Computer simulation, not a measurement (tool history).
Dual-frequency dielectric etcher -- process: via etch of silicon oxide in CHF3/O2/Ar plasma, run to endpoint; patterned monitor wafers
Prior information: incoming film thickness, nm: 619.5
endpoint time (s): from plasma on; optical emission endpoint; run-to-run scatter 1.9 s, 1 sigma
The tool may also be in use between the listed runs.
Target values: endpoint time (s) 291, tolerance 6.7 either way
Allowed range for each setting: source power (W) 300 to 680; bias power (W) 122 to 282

run,hour,source power (W),bias power (W),endpoint time (s)
1,0,490,202,336.88
2,8.8,440,202,345.82
3,13.2,440,169,382.67
4,20.1,470,177,363.62
# hour 28.6: source power generator calibrated
5,28.6,500,183,352.28
6,34.3,550,183,339.1
7,36.4,570,188,328.17
8,37.6,580,191,324.29
9,45.9,590,194,321.71
10,54.5,600,197,316.16
11,62.9,610,200,312.56
12,64.4,620,202,306.69

5 next moves are on the table. One of them brings every result within its allowed miss. Which?
A,65.9,610,198,?
B,65.9,680,233,?
C,65.9,620,194,?
D,65.9,630,204,?
E,65.9,680,207,?

move,endpoint time (s)
A,309.3
B,273.78
C,310.32
D,300.87
E,289.63
A: its largest miss is bigger than the last run's
B: moves the result that the last run missed by most past its target, out the other side
C: its largest miss is bigger than the last run's
D: better than the last run, though not everything is in spec
E: all results in spec
Move E is the one to make.

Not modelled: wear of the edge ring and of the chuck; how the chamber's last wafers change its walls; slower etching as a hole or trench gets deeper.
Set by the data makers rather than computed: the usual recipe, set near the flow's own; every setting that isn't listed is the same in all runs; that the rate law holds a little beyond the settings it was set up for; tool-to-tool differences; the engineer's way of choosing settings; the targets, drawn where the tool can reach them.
